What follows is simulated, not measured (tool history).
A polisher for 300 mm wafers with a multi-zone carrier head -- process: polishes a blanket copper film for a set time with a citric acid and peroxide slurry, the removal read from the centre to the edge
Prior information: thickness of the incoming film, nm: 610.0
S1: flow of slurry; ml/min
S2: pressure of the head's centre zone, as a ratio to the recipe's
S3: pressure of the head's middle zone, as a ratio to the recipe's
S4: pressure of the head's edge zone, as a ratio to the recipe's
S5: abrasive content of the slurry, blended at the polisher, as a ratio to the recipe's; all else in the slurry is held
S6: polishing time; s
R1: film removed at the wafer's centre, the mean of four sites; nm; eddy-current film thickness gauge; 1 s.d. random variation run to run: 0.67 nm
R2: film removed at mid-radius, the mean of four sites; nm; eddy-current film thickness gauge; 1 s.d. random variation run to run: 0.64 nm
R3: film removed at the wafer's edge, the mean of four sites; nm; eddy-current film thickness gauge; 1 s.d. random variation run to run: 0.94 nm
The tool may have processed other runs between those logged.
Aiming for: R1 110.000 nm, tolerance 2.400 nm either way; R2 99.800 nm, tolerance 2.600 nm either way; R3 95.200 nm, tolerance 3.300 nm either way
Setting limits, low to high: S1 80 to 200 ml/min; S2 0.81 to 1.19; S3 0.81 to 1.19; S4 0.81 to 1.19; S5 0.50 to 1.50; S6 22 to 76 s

run  hour   S1    S2    S3    S4    S5  S6       R1      R2      R3
  1   0.0  130  1.00  1.00  1.00  1.00  49   73.709  70.416  72.807
  2   2.9  130  1.00  1.00  1.00  1.00  44   65.920  62.815  65.510
  3   9.3  140  1.03  1.03  1.03  1.10  45   71.760  68.469  68.554
  4  11.8  145  1.05  1.04  1.05  1.20  47   78.043  72.715  73.254
  5  14.4  145  1.05  1.04  1.02  1.20  47   78.740  73.793  73.104
  6  18.2  150  1.06  1.05  1.04  1.25  49   82.954  78.351  77.482
  7  20.0  155  1.08  1.06  1.06  1.30  50   87.832  80.724  79.727
  8  24.8  160  1.09  1.07  1.07  1.35  51   91.317  85.526  83.441
  9  25.8  165  1.11  1.08  1.08  1.40  52   95.610  87.159  86.233
 10  33.5  170  1.12  1.09  1.09  1.40  53   98.507  91.039  88.620
 11  41.8  200  1.19  1.12  1.16  1.50  53  108.130  94.743  93.916
 12  42.8  200  1.19  1.13  1.16  1.50  53  108.440  96.908  91.675

Of the 4 settings listed for the next run, only one would bring every result within its allowed miss of target. Which one?
  A  43.8  195  1.17  1.14  1.12  1.35  56   ?   ?   ?
  B  43.8  200  1.19  1.01  1.18  1.50  57   ?   ?   ?
  C  43.8  180  1.19  1.16  1.16  1.50  52   ?   ?   ?
  D  43.8  185  1.12  1.19  1.15  1.50  55   ?   ?   ?

move       R1       R2       R3
   A  110.240  100.330   95.392
   B  116.670   94.175  102.110
   C  105.060   95.509   91.311
   D  104.950  103.650   96.337
A: every result lands within tolerance
B: lands further from the targets than the last run did
C: lands further from the targets than the last run did
D: takes the biggest miss from the last run beyond its target
Correct choice: A, which meets every target
